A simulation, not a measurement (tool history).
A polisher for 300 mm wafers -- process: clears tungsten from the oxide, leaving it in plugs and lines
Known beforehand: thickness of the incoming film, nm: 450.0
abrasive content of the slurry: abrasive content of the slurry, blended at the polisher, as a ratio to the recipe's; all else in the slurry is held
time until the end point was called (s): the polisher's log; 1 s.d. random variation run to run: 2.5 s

run	hour	flow of slurry (ml/min)	pressure of the wafer on the pad (psi)	speed of the pad under the wafer (m/s)	abrasive content of the slurry	overpolish time after the end point (s)	time until the end point was called (s)
1	0.0	205	4.0	1.02	1.00	32	98.294
2	1.1	205	4.0	1.02	0.90	32	103.770
3	2.2	205	4.0	1.02	0.75	32	109.590
4	3.2	205	3.3	0.94	0.75	32	142.350
5	4.0	205	3.3	0.94	0.65	32	151.510
6	10.8	205	2.8	0.92	0.65	32	182.500
7	15.1	200	1.8	0.92	0.65	32	283.320
8	18.3	240	2.2	0.92	0.65	32	226.590

Estimate the outcome of run 9 from the log above:
9	19.7	235	2.2	0.92	0.65	32	?

Run 9 yielded time until the end point was called (s) 226.570.
